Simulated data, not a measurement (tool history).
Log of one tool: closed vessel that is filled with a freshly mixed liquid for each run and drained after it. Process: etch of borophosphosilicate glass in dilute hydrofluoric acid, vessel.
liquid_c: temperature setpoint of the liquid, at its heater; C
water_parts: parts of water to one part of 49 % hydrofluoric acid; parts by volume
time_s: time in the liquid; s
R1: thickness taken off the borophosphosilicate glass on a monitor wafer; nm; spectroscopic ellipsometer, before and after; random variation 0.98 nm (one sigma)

run 1 hour=0.0 | liquid_c=24.0 water_parts=70 time_s=95 | R1=77.374
run 2 hour=2.7 | liquid_c=27.5 water_parts=70 time_s=95 | R1=91.961
run 3 hour=10.9 | liquid_c=24.5 water_parts=70 time_s=95 | R1=79.659
run 4 hour=13.1 | liquid_c=24.5 water_parts=60 time_s=95 | R1=95.764
run 5 hour=14.5 | liquid_c=24.5 water_parts=60 time_s=95 | R1=94.925
run 6 hour=23.6 | liquid_c=24.5 water_parts=85 time_s=95 | R1=64.825
run 7 hour=27.4 | liquid_c=24.5 water_parts=85 time_s=95 | R1=64.517
run 8 hour=34.7 | liquid_c=25.5 water_parts=80 time_s=95 | R1=72.180
-- hour=43.8 thermometer replaced
run 9 hour=43.8 | liquid_c=26.5 water_parts=75 time_s=95 | R1=86.396
run 10 hour=47.2 | liquid_c=27.0 water_parts=75 time_s=95 | R1=89.218
run 11 hour=55.9 | liquid_c=27.5 water_parts=75 time_s=95 | R1=91.351
run 12 hour=65.1 | liquid_c=28.0 water_parts=75 time_s=95 | R1=92.978
run 13 hour=67.9 | liquid_c=28.5 water_parts=75 time_s=95 | R1=94.359
run 14 hour=71.3 | liquid_c=29.0 water_parts=75 time_s=95 | R1=97.480
run 15 hour=78.2 | liquid_c=29.5 water_parts=75 time_s=95 | R1=97.881
run 16 hour=84.0 | liquid_c=32.0 water_parts=55 time_s=95 | R1=150.850

Run 17 comes next. What will it give?
run 17 hour=87.3 | liquid_c=32.0 water_parts=55 time_s=95 | R1=?

R1: 151.230 nm
